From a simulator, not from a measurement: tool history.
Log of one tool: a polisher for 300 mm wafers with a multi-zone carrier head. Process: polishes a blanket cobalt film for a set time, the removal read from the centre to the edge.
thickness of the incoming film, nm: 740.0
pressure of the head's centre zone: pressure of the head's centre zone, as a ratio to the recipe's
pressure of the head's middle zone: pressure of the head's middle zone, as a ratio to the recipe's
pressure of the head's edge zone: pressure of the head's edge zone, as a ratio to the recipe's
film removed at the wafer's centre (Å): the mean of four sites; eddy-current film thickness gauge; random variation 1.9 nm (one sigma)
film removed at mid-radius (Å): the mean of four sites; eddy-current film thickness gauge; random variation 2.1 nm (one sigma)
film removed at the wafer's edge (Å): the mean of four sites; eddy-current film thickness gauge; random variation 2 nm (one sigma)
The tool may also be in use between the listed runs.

run,hour,flow of slurry (ml/min),pressure of the head's centre zone,pressure of the head's middle zone,pressure of the head's edge zone,polishing time (s),film removed at the wafer's centre (Å),film removed at mid-radius (Å),film removed at the wafer's edge (Å)
1,0.0,195,1.00,1.00,1.00,38,1268.8,1200.7,1234.3
2,4.1,200,1.01,1.03,1.02,40,1363.7,1316.0,1319.3
3,6.0,200,0.92,1.03,1.02,40,1266.8,1287.0,1330.0
4,6.8,200,0.92,1.03,1.02,34,1066.1,1099.0,1122.5
5,13.2,200,0.92,0.98,1.02,34,1056.1,1084.9,1135.8
6,13.9,210,0.93,1.01,1.03,37,1169.7,1189.6,1234.2
7,17.2,215,0.95,1.04,1.04,39,1277.6,1315.1,1305.5
8,25.5,215,0.97,1.04,1.06,41,1360.8,1360.4,1381.5
9,27.8,215,0.97,1.04,1.06,41,1381.4,1344.3,1418.9
10,34.4,225,0.98,1.07,1.07,42,1434.3,1445.1,1439.5
11,41.9,225,0.98,1.07,1.07,42,1410.9,1421.0,1428.9
12,43.7,230,0.99,1.08,1.08,43,1471.6,1494.8,1457.7
13,45.0,230,1.00,1.08,1.09,44,1506.1,1522.1,1500.8

The next listed run, before its measurement:
14,53.7,235,1.01,1.08,1.09,45,?,?,?

film removed at the wafer's centre (Å): 1614.5
film removed at mid-radius (Å): 1528.1
film removed at the wafer's edge (Å): 1561.7
